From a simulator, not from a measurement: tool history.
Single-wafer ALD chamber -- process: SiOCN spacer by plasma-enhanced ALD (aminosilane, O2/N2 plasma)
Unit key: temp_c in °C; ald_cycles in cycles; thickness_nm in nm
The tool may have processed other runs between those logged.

run  hour  temp_c  ald_cycles  thickness_nm
  1     0     385          78        4.5932
  2   5.5     375          78        4.6139
  3   8.9     375          73        4.3739
  4  16.1     375          71        4.2159
  5  17.4     375          81        4.8529
  6  23.7     371          81        4.7941
  7  32.5     371          77        4.5612

Predict the results of run 8:
  8  34.8     371          75             ?

thickness_nm: 4.4498 nm
